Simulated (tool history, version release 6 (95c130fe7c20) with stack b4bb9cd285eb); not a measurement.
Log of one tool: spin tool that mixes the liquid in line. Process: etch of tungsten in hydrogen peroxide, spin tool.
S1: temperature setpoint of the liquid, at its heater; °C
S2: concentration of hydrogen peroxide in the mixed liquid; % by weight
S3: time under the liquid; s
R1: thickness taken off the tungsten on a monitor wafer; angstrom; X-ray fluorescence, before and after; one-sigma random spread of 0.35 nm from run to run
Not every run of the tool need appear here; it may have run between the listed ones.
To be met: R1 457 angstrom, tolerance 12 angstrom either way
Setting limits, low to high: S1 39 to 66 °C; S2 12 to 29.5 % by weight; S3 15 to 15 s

| run | hour | S1 | S2 | S3 | R1 |
|---|---|---|---|---|---|
| 1 | 0 | 55 | 20 | 15 | 362.13 |
| 2 | 7.5 | 55 | 20 | 15 | 364.69 |
| 3 | 11.1 | 56 | 20 | 15 | 387.75 |
| 4 | 12.7 | 50.5 | 20 | 15 | 275.25 |
| 5 | 16.2 | 54.5 | 20 | 15 | 350.6 |
| 6 | 17.8 | 61.5 | 20 | 15 | 532.12 |
| 7 | 18.5 | 61 | 20 | 15 | 517.49 |
| 8 | 20.7 | 60.5 | 20 | 15 | 503.28 |
| 9 | 26.8 | 60 | 20 | 15 | 486.2 |
| 10 | 31.3 | 59.5 | 20 | 15 | 477.18 |

Next run, 5 choices. One meets every target within its allowed miss, the rest don't. Which?
| A | 35.8 | 61.5 | 19.5 | 15 | ? |
| B | 35.8 | 59 | 23.5 | 15 | ? |
| C | 35.8 | 58.5 | 21.5 | 15 | ? |
| D | 35.8 | 60.5 | 21 | 15 | ? |
| E | 35.8 | 61 | 21.5 | 15 | ? |

| move | R1 |
|---|---|
| A | 525.69 |
| B | 499.92 |
| C | 464.52 |
| D | 515.22 |
| E | 536.46 |
A: lands further from the targets than the last run did
B: lands further from the targets than the last run did
C: every result within its allowed miss
D: lands further from the targets than the last run did
E: lands further from the targets than the last run did
Answer: C
